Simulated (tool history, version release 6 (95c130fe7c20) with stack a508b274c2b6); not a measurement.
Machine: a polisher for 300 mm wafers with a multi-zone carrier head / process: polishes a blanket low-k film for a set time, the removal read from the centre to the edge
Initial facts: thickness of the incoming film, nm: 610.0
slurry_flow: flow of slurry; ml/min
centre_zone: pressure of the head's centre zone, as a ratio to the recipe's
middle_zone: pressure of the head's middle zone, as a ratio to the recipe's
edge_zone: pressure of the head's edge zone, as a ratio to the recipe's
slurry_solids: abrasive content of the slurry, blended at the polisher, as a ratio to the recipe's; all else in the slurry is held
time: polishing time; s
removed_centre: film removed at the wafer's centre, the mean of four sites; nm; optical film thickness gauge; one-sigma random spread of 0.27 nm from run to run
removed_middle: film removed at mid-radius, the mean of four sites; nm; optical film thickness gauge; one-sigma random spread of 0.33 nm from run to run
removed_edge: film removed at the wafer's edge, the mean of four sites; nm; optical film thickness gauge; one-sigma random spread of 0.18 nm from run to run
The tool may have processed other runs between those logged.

run 1 day=0 | slurry_flow=290 centre_zone=1 middle_zone=1 edge_zone=1 slurry_solids=1 time=70 | removed_centre=17.539 removed_middle=17.836 removed_edge=17.662
run 2 day=0.042 | slurry_flow=290 centre_zone=1 middle_zone=1 edge_zone=1 slurry_solids=1 time=85 | removed_centre=21.507 removed_middle=21.679 removed_edge=21.816
run 3 day=0.242 | slurry_flow=290 centre_zone=1 middle_zone=1 edge_zone=1 slurry_solids=1.15 time=85 | removed_centre=22.924 removed_middle=23.239 removed_edge=22.86
run 4 day=0.354 | slurry_flow=290 centre_zone=1 middle_zone=1.08 edge_zone=1 slurry_solids=1.15 time=85 | removed_centre=22.879 removed_middle=25.19 removed_edge=22.76
run 5 day=0.471 | slurry_flow=285 centre_zone=0.99 middle_zone=1.09 edge_zone=0.97 slurry_solids=1.15 time=85 | removed_centre=22.42 removed_middle=24.973 removed_edge=23
run 6 day=0.492 | slurry_flow=285 centre_zone=0.99 middle_zone=1.09 edge_zone=0.97 slurry_solids=1.15 time=72 | removed_centre=18.993 removed_middle=20.748 removed_edge=19.295
run 7 day=0.583 | slurry_flow=310 centre_zone=0.99 middle_zone=1.12 edge_zone=0.98 slurry_solids=1.2 time=72 | removed_centre=19.723 removed_middle=22.213 removed_edge=19.499

What does the tool deliver on the next run?
run 8 day=0.742 | slurry_flow=315 centre_zone=0.99 middle_zone=1.14 edge_zone=0.98 slurry_solids=1.25 time=72 | removed_centre=? removed_middle=? removed_edge=?

{"run 8": {"removed_centre": 19.605, "removed_middle": 23.035, "removed_edge": 20.161}}

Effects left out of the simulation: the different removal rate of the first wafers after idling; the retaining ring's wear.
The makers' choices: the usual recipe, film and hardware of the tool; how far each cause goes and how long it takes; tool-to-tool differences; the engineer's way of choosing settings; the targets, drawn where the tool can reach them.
